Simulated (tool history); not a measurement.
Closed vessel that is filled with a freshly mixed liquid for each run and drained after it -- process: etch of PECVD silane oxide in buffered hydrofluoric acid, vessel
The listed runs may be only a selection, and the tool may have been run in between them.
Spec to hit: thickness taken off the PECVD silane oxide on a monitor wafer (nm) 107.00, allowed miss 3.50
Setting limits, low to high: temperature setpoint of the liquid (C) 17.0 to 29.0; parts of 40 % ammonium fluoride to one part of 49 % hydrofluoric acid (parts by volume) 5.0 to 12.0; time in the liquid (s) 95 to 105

run	hour	temperature setpoint of the liquid (C)	parts of 40 % ammonium fluoride to one part of 49 % hydrofluoric acid (parts by volume)	time in the liquid (s)	thickness taken off the PECVD silane oxide on a monitor wafer (nm)
1	0.0	21.0	7.0	95	159.22
2	4.2	20.0	7.5	95	138.72
3	6.6	19.0	7.5	95	130.42
4	14.1	19.0	7.5	95	130.03
5	17.2	19.0	7.5	105	144.00
6	22.4	19.0	7.5	95	131.02
7	26.7	18.5	7.5	95	127.43
8	30.7	18.0	7.5	95	125.58
9	39.2	17.5	7.5	95	120.55

Next run, 5 choices. One meets every target within its allowed miss, the rest don't. Which?
A	47.7	17.0	7.5	95	?
B	47.7	18.0	8.0	105	?
C	47.7	20.0	9.0	95	?
D	47.7	18.0	8.5	95	?
E	47.7	17.5	7.0	95	?

move	thickness taken off the PECVD silane oxide on a monitor wafer (nm)
A	115.60
B	126.12
C	112.38
D	106.84
E	128.14
A: nearer the targets than the last run, but a result is still out of spec
B: the biggest miss grows against the last run
C: nearer the targets than the last run, but a result is still out of spec
D: meets every target
E: the biggest miss grows against the last run
D meets every target.
